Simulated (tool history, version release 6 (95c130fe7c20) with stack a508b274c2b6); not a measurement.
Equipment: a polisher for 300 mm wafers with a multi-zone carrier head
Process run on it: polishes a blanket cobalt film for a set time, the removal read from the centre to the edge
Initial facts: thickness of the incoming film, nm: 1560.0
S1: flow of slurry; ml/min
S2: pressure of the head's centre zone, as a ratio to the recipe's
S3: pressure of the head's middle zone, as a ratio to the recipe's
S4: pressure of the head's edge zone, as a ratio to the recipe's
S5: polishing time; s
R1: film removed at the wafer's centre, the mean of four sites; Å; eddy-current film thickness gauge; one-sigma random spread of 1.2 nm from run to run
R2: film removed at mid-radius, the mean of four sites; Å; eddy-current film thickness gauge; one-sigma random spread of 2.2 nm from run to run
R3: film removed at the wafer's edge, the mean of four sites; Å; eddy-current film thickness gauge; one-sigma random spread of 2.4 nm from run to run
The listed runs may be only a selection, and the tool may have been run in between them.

run 1 hour=0.0 | S1=200 S2=1.00 S3=1.00 S4=1.00 S5=53 | R1=2406.5 R2=2442.9 R3=2471.2
run 2 hour=2.8 | S1=200 S2=1.00 S3=0.99 S4=0.97 S5=50 | R1=2293.2 R2=2275.1 R3=2278.5
run 3 hour=6.5 | S1=200 S2=1.00 S3=0.92 S4=0.97 S5=50 | R1=2257.5 R2=2156.7 R3=2281.2
run 4 hour=10.2 | S1=235 S2=1.00 S3=0.92 S4=0.97 S5=50 | R1=2285.9 R2=2163.7 R3=2295.7
run 5 hour=18.7 | S1=235 S2=1.00 S3=0.97 S4=0.97 S5=50 | R1=2321.6 R2=2291.0 R3=2305.6
run 6 hour=20.7 | S1=235 S2=1.00 S3=0.93 S4=0.97 S5=50 | R1=2288.0 R2=2202.8 R3=2329.1
run 7 hour=27.7 | S1=225 S2=1.00 S3=0.93 S4=0.94 S5=48 | R1=2205.0 R2=2077.8 R3=2124.5
run 8 hour=31.3 | S1=220 S2=0.98 S3=0.92 S4=0.92 S5=48 | R1=2157.4 R2=2049.7 R3=2172.8
run 9 hour=36.4 | S1=220 S2=0.98 S3=0.93 S4=0.91 S5=46 | R1=2082.8 R2=1958.6 R3=2105.1
run 10 hour=38.6 | S1=190 S2=1.05 S3=1.03 S4=0.81 S5=38 | R1=1801.0 R2=1775.6 R3=1619.7
run 11 hour=40.5 | S1=200 S2=1.05 S3=1.03 S4=0.83 S5=38 | R1=1794.2 R2=1812.6 R3=1635.5
run 12 hour=45.7 | S1=205 S2=1.06 S3=1.02 S4=0.85 S5=38 | R1=1838.4 R2=1813.0 R3=1636.2

Predict the results of run 13:
run 13 hour=50.3 | S1=205 S2=1.06 S3=1.01 S4=0.87 S5=38 | R1=? R2=? R3=?

{"run 13": {"R1": 1832.4, "R2": 1765.2, "R3": 1665.6}}
